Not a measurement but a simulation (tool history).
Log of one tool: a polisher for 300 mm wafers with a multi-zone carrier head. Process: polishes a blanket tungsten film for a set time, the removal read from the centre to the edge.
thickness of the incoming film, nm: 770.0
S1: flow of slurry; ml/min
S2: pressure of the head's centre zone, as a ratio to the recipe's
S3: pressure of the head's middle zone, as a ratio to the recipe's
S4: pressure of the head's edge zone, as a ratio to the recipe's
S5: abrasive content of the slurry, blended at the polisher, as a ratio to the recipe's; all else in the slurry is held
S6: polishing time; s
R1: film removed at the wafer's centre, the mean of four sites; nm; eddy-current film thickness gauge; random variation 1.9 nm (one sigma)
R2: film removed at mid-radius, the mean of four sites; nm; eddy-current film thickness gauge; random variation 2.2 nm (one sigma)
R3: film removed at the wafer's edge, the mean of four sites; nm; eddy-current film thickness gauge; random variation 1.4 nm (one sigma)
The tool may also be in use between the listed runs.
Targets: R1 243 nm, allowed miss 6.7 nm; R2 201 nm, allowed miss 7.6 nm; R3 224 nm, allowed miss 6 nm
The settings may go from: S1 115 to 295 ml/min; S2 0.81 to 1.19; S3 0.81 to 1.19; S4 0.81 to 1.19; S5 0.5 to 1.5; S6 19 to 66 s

run 1 hour=0 | S1=190 S2=1 S3=1 S4=1 S5=1 S6=42 | R1=281.66 R2=295.84 R3=285.22
run 2 hour=7.9 | S1=190 S2=0.93 S3=1 S4=1 S5=1 S6=42 | R1=266.83 R2=299.26 R3=285.9
run 3 hour=15.6 | S1=185 S2=0.95 S3=0.97 S4=0.99 S5=0.95 S6=42 | R1=267.76 R2=282.94 R3=278.9
run 4 hour=20.5 | S1=180 S2=0.95 S3=0.95 S4=0.97 S5=0.9 S6=42 | R1=260.52 R2=271.21 R3=272.06
run 5 hour=23.6 | S1=180 S2=0.95 S3=0.88 S4=0.97 S5=0.9 S6=42 | R1=262.33 R2=255.86 R3=272.52
run 6 hour=32 | S1=180 S2=0.95 S3=0.88 S4=0.97 S5=0.8 S6=42 | R1=252.43 R2=246.53 R3=266.67
run 7 hour=34 | S1=175 S2=0.96 S3=0.87 S4=0.95 S5=0.75 S6=42 | R1=249.95 R2=240.93 R3=261.27
run 8 hour=37 | S1=170 S2=0.98 S3=0.86 S4=0.93 S5=0.7 S6=42 | R1=248.73 R2=231.74 R3=252.09
run 9 hour=41.7 | S1=165 S2=0.99 S3=0.85 S4=0.92 S5=0.7 S6=42 | R1=248.67 R2=228.4 R3=248.12
run 10 hour=44.8 | S1=160 S2=1 S3=0.84 S4=0.91 S5=0.7 S6=42 | R1=248.53 R2=222.32 R3=244.79
run 11 hour=46.3 | S1=125 S2=1.05 S3=0.81 S4=0.83 S5=0.6 S6=42 | R1=230.43 R2=190.58 R3=216.09
-- hour=49.4 slurry nozzle cleaned
run 12 hour=49.4 | S1=130 S2=1.05 S3=0.81 S4=0.83 S5=0.6 S6=42 | R1=252.36 R2=215.38 R3=225.78
run 13 hour=51 | S1=130 S2=1.05 S3=0.81 S4=0.83 S5=0.6 S6=42 | R1=254.96 R2=214.94 R3=227.5
run 14 hour=54.4 | S1=130 S2=1.05 S3=0.81 S4=0.84 S5=0.6 S6=42 | R1=248.15 R2=212.3 R3=231.51
run 15 hour=61.4 | S1=120 S2=1.09 S3=0.81 S4=0.87 S5=0.5 S6=41 | R1=238.52 R2=196.78 R3=216.17
run 16 hour=65.2 | S1=120 S2=1.09 S3=0.81 S4=0.88 S5=0.5 S6=41 | R1=238.82 R2=193.3 R3=216.13

5 next moves are on the table. One of them brings every result within its allowed miss. Which?
run A hour=69 | S1=115 S2=1.06 S3=0.82 S4=0.83 S5=0.5 S6=42 | R1=? R2=? R3=?
run B hour=69 | S1=125 S2=1.06 S3=0.83 S4=0.88 S5=0.55 S6=39 | R1=? R2=? R3=?
run C hour=69 | S1=120 S2=1.1 S3=0.83 S4=0.93 S5=0.6 S6=40 | R1=? R2=? R3=?
run D hour=69 | S1=115 S2=1.12 S3=0.81 S4=0.97 S5=0.55 S6=39 | R1=? R2=? R3=?
run E hour=69 | S1=165 S2=1.18 S3=0.84 S4=0.97 S5=0.5 S6=35 | R1=? R2=? R3=?

move=A R1=236.5 R2=196.82 R3=215.14
move=B R1=230.62 R2=193.15 R3=212.97
move=C R1=246.2 R2=199.56 R3=226.57
move=D R1=235.89 R2=184.68 R3=219.13
move=E R1=240.97 R2=182.91 R3=205.19
A: further off than the last run
B: further off than the last run
C: meets every target
D: brings the result that was furthest off to its target, and leaves another outside
E: further off than the last run
The right move is C.

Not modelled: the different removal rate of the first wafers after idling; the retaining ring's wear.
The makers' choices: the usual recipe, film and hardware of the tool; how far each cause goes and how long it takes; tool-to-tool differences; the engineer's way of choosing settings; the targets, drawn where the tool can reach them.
